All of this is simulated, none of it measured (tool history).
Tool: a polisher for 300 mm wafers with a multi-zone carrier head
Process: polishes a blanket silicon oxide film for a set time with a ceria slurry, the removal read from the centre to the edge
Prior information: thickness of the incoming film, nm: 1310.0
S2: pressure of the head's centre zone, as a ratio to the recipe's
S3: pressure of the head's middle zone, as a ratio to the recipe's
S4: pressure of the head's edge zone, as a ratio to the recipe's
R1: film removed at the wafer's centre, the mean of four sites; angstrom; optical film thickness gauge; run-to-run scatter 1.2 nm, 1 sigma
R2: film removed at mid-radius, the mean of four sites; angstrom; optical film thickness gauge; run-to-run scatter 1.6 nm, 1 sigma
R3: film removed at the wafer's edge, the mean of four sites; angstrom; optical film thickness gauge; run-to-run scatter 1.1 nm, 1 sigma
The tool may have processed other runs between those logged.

run 1 day=0 | flow_of_slurry_(ml/min)=145 S2=1 S3=1 S4=1 polishing_time_(s)=47 | R1=1454.5 R2=1451.4 R3=1500.1
run 2 day=0.321 | flow_of_slurry_(ml/min)=145 S2=1 S3=1 S4=0.98 polishing_time_(s)=45 | R1=1368 R2=1383.2 R3=1430.8
run 3 day=0.471 | flow_of_slurry_(ml/min)=145 S2=1 S3=1 S4=0.98 polishing_time_(s)=53 | R1=1628.8 R2=1591.2 R3=1685.5
run 4 day=0.533 | flow_of_slurry_(ml/min)=145 S2=1.08 S3=1 S4=0.98 polishing_time_(s)=53 | R1=1778.9 R2=1664.7 R3=1644.4
run 5 day=0.625 | flow_of_slurry_(ml/min)=145 S2=1.07 S3=1 S4=0.97 polishing_time_(s)=50 | R1=1620.6 R2=1503.2 R3=1557.7
run 6 day=0.688 | flow_of_slurry_(ml/min)=145 S2=1.07 S3=1 S4=1 polishing_time_(s)=50 | R1=1673.1 R2=1524.8 R3=1588.4
run 7 day=0.875 | flow_of_slurry_(ml/min)=145 S2=1.07 S3=1 S4=0.98 polishing_time_(s)=48 | R1=1548.9 R2=1466.3 R3=1473.3
run 8 day=0.975 | flow_of_slurry_(ml/min)=140 S2=1.07 S3=1 S4=0.96 polishing_time_(s)=47 | R1=1521.7 R2=1448.9 R3=1459.2
run 9 day=1.096 | flow_of_slurry_(ml/min)=140 S2=1.07 S3=1.01 S4=0.96 polishing_time_(s)=45 | R1=1483.9 R2=1345.5 R3=1393.6
-- day=1.2 edge zone pressure recalibrated
run 10 day=1.2 | flow_of_slurry_(ml/min)=150 S2=1.05 S3=1.03 S4=0.95 polishing_time_(s)=43 | R1=1402.2 R2=1304.7 R3=1316
run 11 day=1.312 | flow_of_slurry_(ml/min)=150 S2=1.03 S3=1.05 S4=0.94 polishing_time_(s)=42 | R1=1339.8 R2=1339 R3=1274.9

What will run 12 give?
run 12 day=1.667 | flow_of_slurry_(ml/min)=150 S2=1.02 S3=1.05 S4=0.93 polishing_time_(s)=41 | R1=? R2=? R3=?

{"run 12": {"R1": 1291.6, "R2": 1295.8, "R3": 1199.7}}

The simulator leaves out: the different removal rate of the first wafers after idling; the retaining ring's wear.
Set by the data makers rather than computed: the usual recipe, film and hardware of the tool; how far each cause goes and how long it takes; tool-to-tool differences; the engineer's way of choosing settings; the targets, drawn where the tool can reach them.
